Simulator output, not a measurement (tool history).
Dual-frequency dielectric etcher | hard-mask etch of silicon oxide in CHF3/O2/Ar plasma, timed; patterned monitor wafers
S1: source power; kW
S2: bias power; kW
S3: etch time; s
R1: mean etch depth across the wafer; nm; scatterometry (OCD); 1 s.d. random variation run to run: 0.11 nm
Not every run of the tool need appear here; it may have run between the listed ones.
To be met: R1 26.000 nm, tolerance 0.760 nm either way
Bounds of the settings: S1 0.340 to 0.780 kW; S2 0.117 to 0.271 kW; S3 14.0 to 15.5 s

run 1 hour=0.0 | S1=0.560 S2=0.194 S3=15.5 | R1=31.322
run 2 hour=1.3 | S1=0.520 S2=0.185 S3=15.5 | R1=29.937
run 3 hour=6.6 | S1=0.490 S2=0.179 S3=15.5 | R1=28.817
run 4 hour=8.7 | S1=0.580 S2=0.179 S3=15.5 | R1=30.776
run 5 hour=13.0 | S1=0.580 S2=0.179 S3=15.5 | R1=30.954
run 6 hour=19.1 | S1=0.520 S2=0.179 S3=15.5 | R1=29.447
run 7 hour=24.0 | S1=0.520 S2=0.179 S3=15.5 | R1=29.593
run 8 hour=26.1 | S1=0.490 S2=0.175 S3=15.5 | R1=28.667
run 9 hour=30.4 | S1=0.470 S2=0.172 S3=15.5 | R1=28.109
run 10 hour=35.9 | S1=0.450 S2=0.169 S3=15.5 | R1=27.357
run 11 hour=36.5 | S1=0.440 S2=0.168 S3=15.5 | R1=27.041

Of the 4 settings listed for the next run, only one would bring every result within its allowed miss of target. Which one?
run A hour=37.1 | S1=0.560 S2=0.135 S3=15.0 | R1=?
run B hour=37.1 | S1=0.440 S2=0.181 S3=15.5 | R1=?
run C hour=37.1 | S1=0.530 S2=0.159 S3=15.5 | R1=?
run D hour=37.1 | S1=0.400 S2=0.160 S3=15.5 | R1=?

move=A R1=27.308
move=B R1=27.694
move=C R1=28.811
move=D R1=25.712
A: lands further from the targets than the last run did
B: lands further from the targets than the last run did
C: lands further from the targets than the last run did
D: in spec on every target
D meets every target.
